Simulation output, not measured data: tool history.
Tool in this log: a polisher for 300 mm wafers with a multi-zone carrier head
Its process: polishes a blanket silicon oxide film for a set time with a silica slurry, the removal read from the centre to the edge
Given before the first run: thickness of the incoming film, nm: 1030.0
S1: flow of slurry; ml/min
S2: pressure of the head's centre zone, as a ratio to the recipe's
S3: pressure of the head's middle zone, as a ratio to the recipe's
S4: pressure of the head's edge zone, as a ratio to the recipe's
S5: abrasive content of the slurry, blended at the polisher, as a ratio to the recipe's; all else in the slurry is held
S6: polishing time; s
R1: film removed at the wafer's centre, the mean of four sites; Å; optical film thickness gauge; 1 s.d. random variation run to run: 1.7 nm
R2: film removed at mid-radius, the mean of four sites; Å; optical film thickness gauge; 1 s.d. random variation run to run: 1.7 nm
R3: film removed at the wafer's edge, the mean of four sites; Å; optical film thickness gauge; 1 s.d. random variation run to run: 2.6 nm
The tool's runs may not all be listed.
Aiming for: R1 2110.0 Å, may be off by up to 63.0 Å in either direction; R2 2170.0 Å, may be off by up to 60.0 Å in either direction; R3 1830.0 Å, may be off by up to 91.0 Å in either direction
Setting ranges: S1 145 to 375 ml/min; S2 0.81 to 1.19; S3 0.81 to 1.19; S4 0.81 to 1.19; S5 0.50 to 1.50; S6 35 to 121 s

Run 1, hour 0.0: S1 240 ml/min, S2 1.00, S3 1.00, S4 1.00, S5 1.00, S6 78 s. Result: R1 1425.6 Å, R2 1463.9 Å, R3 1403.5 Å.
Run 2, hour 1.5: S1 255 ml/min, S2 1.04, S3 1.05, S4 1.02, S5 1.15, S6 78 s. Result: R1 1653.6 Å, R2 1652.0 Å, R3 1594.0 Å.
Run 3, hour 4.1: S1 255 ml/min, S2 0.96, S3 1.05, S4 1.02, S5 1.15, S6 78 s. Result: R1 1509.1 Å, R2 1665.2 Å, R3 1579.0 Å.
Run 4, hour 7.1: S1 270 ml/min, S2 1.00, S3 1.09, S4 0.99, S5 1.20, S6 78 s. Result: R1 1627.2 Å, R2 1732.2 Å, R3 1572.1 Å.
Run 5, hour 10.8: S1 280 ml/min, S2 1.02, S3 1.12, S4 0.98, S5 1.30, S6 79 s. Result: R1 1771.4 Å, R2 1913.9 Å, R3 1668.4 Å.
Run 6, hour 11.7: S1 290 ml/min, S2 1.05, S3 1.14, S4 0.99, S5 1.35, S6 79 s. Result: R1 1846.5 Å, R2 1957.1 Å, R3 1733.6 Å.
Run 7, hour 20.3: S1 295 ml/min, S2 1.07, S3 1.15, S4 0.98, S5 1.40, S6 79 s. Result: R1 1921.2 Å, R2 2001.8 Å, R3 1772.0 Å.
At hour 20.8: worn pad replaced by a new one.
Run 8, hour 20.8: S1 335 ml/min, S2 1.12, S3 1.19, S4 0.92, S5 1.50, S6 80 s. Result: R1 2288.1 Å, R2 2332.5 Å, R3 1898.8 Å.
Run 9, hour 27.2: S1 315 ml/min, S2 1.11, S3 1.18, S4 0.92, S5 1.50, S6 80 s. Result: R1 2219.8 Å, R2 2321.9 Å, R3 1900.0 Å.
Run 10, hour 32.6: S1 310 ml/min, S2 1.11, S3 1.17, S4 0.92, S5 1.50, S6 80 s. Result: R1 2217.3 Å, R2 2276.2 Å, R3 1899.3 Å.

Which one of the following 4 next-run settings gets every result inside its allowed miss? There is exactly one.
Run A, hour 38.0: S1 330 ml/min, S2 1.09, S3 1.15, S4 0.93, S5 1.40, S6 79 s. Result: R1 ?, R2 ?, R3 ?.
Run B, hour 38.0: S1 220 ml/min, S2 0.98, S3 1.05, S4 1.17, S5 1.50, S6 81 s. Result: R1 ?, R2 ?, R3 ?.
Run C, hour 38.0: S1 285 ml/min, S2 1.00, S3 1.10, S4 0.86, S5 1.35, S6 84 s. Result: R1 ?, R2 ?, R3 ?.
Run D, hour 38.0: S1 300 ml/min, S2 0.95, S3 1.19, S4 0.86, S5 1.50, S6 85 s. Result: R1 ?, R2 ?, R3 ?.

move      R1      R2      R3
   A  2123.7  2187.6  1837.2
   B  1934.0  2068.5  2116.6
   C  2009.4  2181.4  1838.7
   D  2031.5  2475.9  1951.2
A: every result within its allowed miss
B: the result that was furthest off in the last run now lies on the other side of its target
C: the furthest-off result lands on target, but another misses its tolerance
D: the biggest miss grows against the last run
Correct choice: A, which meets every target

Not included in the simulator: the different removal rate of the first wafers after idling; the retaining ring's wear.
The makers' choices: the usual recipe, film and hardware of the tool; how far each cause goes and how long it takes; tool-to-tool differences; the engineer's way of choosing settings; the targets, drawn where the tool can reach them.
